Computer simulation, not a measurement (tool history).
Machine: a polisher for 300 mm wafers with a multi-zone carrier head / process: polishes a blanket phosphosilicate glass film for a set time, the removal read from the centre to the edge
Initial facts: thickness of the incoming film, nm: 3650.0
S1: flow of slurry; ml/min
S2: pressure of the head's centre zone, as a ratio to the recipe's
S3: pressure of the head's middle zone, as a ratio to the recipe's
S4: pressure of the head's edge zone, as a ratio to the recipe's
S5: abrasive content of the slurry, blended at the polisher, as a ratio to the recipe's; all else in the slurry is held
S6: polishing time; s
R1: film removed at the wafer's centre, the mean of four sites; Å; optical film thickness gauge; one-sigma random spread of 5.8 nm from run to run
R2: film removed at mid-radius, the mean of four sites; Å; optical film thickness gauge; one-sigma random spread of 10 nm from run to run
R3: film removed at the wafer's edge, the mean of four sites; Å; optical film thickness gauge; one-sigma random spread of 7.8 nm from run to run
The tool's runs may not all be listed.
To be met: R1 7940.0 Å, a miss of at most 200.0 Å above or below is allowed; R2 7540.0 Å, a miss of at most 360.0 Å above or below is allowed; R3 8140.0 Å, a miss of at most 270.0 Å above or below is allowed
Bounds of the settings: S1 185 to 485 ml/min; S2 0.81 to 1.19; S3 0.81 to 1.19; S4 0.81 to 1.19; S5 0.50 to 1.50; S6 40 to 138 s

| run | hour | S1 | S2 | S3 | S4 | S5 | S6 | R1 | R2 | R3 |
|---|---|---|---|---|---|---|---|---|---|---|
| 1 | 0.0 | 310 | 1.00 | 1.00 | 1.00 | 1.00 | 88 | 10221.0 | 9986.1 | 10235.0 |
| 2 | 8.0 | 310 | 1.00 | 1.00 | 1.04 | 1.00 | 88 | 10289.0 | 10283.0 | 10407.0 |
| 3 | 13.5 | 310 | 1.00 | 1.00 | 1.11 | 1.00 | 88 | 10205.0 | 10090.0 | 10836.0 |
| 4 | 16.0 | 310 | 1.00 | 0.96 | 1.11 | 1.00 | 88 | 10354.0 | 9947.8 | 10571.0 |
| 5 | 20.4 | 310 | 1.00 | 0.92 | 1.11 | 1.00 | 88 | 10121.0 | 9443.3 | 10688.0 |
| 6 | 27.7 | 310 | 0.97 | 0.92 | 1.11 | 1.00 | 88 | 9756.0 | 9831.9 | 10808.0 |
| 7 | 36.1 | 310 | 0.97 | 0.91 | 1.09 | 0.95 | 88 | 9633.5 | 9248.6 | 10178.0 |
| 8 | 40.4 | 305 | 0.96 | 0.90 | 1.07 | 0.90 | 88 | 9100.4 | 9058.7 | 9710.6 |
| 9 | 43.6 | 300 | 0.96 | 0.89 | 1.06 | 0.90 | 88 | 8971.3 | 8649.5 | 9722.8 |
| 10 | 44.9 | 300 | 0.96 | 0.89 | 1.03 | 0.90 | 88 | 9015.0 | 8679.2 | 9583.2 |
| 11 | 48.8 | 280 | 0.91 | 0.82 | 0.93 | 0.70 | 87 | 6683.7 | 6440.4 | 7087.5 |
| 12 | 49.5 | 370 | 0.99 | 0.91 | 1.03 | 0.65 | 87 | 6766.4 | 6574.3 | 6825.7 |
| 13 | 54.1 | 355 | 1.00 | 0.90 | 1.09 | 0.90 | 88 | 9614.6 | 8788.1 | 9868.9 |
| 14 | 60.5 | 345 | 0.99 | 0.90 | 1.07 | 0.90 | 88 | 9464.1 | 8742.4 | 9904.8 |
| 15 | 63.2 | 335 | 0.99 | 0.90 | 1.06 | 0.90 | 88 | 9457.4 | 9053.3 | 9780.7 |

Below are 4 possible settings for the next run. Only one of them brings all results inside the allowed miss of their targets. Which is it?
| A | 65.9 | 305 | 1.00 | 0.93 | 1.07 | 0.90 | 74 | ? | ? | ? |
| B | 65.9 | 250 | 1.14 | 0.88 | 1.03 | 0.65 | 92 | ? | ? | ? |
| C | 65.9 | 345 | 0.91 | 0.93 | 1.07 | 0.80 | 79 | ? | ? | ? |
| D | 65.9 | 485 | 0.98 | 1.14 | 0.95 | 0.95 | 96 | ? | ? | ? |

| move | R1 | R2 | R3 |
|---|---|---|---|
| A | 7965.7 | 7574.5 | 8145.6 |
| B | 7930.1 | 6398.3 | 7044.4 |
| C | 7079.4 | 7397.7 | 7930.9 |
| D | 10991.0 | 12119.0 | 10722.0 |
A: hits every target within its allowed miss
B: brings the last run's worst result on target, with another outside its allowed miss
C: takes the result that was furthest off past its target
D: moves away from the targets compared with the last run
Move A is the one to make.
